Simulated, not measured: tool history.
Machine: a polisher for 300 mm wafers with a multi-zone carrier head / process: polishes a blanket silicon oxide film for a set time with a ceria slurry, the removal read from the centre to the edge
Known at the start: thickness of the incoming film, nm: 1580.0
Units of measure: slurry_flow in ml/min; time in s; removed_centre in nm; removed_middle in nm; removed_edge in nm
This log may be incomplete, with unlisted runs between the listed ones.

run  hour  slurry_flow  centre_zone  middle_zone  edge_zone  time  removed_centre  removed_middle  removed_edge
  1   0.0          215         1.00         1.00       1.00    85          559.70          573.80        566.96
  2   6.5          215         1.00         1.04       1.00    85          559.81          577.24        570.46
  3  14.3          200         0.94         1.04       0.99    71          435.92          483.05        469.78
  4  19.6          235         0.94         1.04       0.99    71          445.84          506.75        480.27
  5  20.5          235         0.99         1.04       0.99    71          459.59          500.05        474.91
  6  27.4          195         0.99         1.04       0.99    71          451.03          487.66        471.86
  7  33.9          185         0.94         1.04       0.99    62          375.49          410.39        402.61

Run 8 has not been measured yet. What should we expect?
  8  35.0          185         0.90         1.06       1.01    56               ?               ?             ?

Run 8 gave removed_centre 323.32 nm, removed_middle 379.50 nm, removed_edge 373.26 nm.
